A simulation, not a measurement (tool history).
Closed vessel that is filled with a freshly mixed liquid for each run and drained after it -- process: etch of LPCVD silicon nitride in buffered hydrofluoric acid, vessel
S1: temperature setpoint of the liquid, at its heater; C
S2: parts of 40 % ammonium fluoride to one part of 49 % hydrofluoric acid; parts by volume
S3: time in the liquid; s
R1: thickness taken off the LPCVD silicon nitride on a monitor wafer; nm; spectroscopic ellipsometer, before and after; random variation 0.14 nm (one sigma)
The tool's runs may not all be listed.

run  hour  S1    S2   S3      R1
  1     0  21    16  975  8.0087
  2   7.7  21    20  975  6.2714
  3   9.4  23  18.5  975  7.7168
  4  13.2  21  18.5  975  6.7174
  5  15.2  21  18.5  975  6.8235
  6  19.1  23  17.5  975  8.0636

Expected results for the next run?
  7  27.7  24.5  16.5  975   ?

Run 7 measured R1 9.1864 nm.

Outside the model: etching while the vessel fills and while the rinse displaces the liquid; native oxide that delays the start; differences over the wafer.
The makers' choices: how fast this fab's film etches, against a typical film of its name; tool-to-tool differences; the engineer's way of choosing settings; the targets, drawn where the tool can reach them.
